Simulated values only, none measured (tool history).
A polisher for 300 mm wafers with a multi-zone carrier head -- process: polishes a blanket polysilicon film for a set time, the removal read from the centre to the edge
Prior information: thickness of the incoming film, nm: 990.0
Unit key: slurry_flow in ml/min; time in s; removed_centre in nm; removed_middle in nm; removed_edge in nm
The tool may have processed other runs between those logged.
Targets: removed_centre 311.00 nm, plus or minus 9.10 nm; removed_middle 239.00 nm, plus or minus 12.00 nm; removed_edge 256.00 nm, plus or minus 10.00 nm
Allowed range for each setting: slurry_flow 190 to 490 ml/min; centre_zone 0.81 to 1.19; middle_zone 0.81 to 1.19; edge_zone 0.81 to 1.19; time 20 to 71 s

run  hour  slurry_flow  centre_zone  middle_zone  edge_zone  time  removed_centre  removed_middle  removed_edge
  1   0.0          315         1.00         1.00       1.00    45          418.47          413.65        417.30
  2   6.3          315         0.96         1.00       1.00    45          404.67          410.29        416.22
  3   8.7          315         0.96         0.97       1.00    45          398.81          401.08        423.07
  4  13.3          315         0.99         0.96       0.99    42          385.89          376.39        395.82
  5  15.5          315         0.99         0.96       0.99    32          295.27          280.67        295.55
  6  20.6          315         1.01         0.95       0.98    31          292.07          270.54        280.73
  7  22.9          315         1.03         0.93       0.97    31          295.07          261.02        277.84
  8  26.1          315         1.04         0.92       0.96    31          300.94          258.69        281.79
  9  29.5          315         1.05         0.92       0.95    31          301.98          269.70        283.76
 10  34.8          315         1.07         0.91       0.95    30          298.83          253.31        268.26
 11  41.6          315         1.08         0.90       0.95    30          296.97          252.10        272.07
 12  48.6          315         1.08         0.90       0.95    30          304.03          255.48        274.02
 13  53.8          315         1.09         0.89       0.94    30          303.18          243.87        277.21
 14  61.9          315         1.10         0.89       0.94    30          303.50          249.98        268.01
 15  64.6          315         1.11         0.89       0.94    30          306.27          247.83        267.55

Which one of the following 4 next-run settings gets every result inside its allowed miss? There is exactly one.
  A  67.3          330         1.15         0.97       0.90    27               ?               ?             ?
  B  67.3          340         1.14         0.85       1.03    27               ?               ?             ?
  C  67.3          285         1.06         0.81       0.95    32               ?               ?             ?
  D  67.3          320         1.16         0.89       0.91    29               ?               ?             ?

move  removed_centre  removed_middle  removed_edge
   A          288.61          238.88        243.61
   B          286.54          214.50        260.56
   C          310.78          241.17        294.07
   D          311.72          238.22        262.79
A: the result that was furthest off in the last run now lies on the other side of its target
B: the furthest-off result lands on target, but another misses its tolerance
C: its largest miss is bigger than the last run's
D: all results in spec
The right move is D.
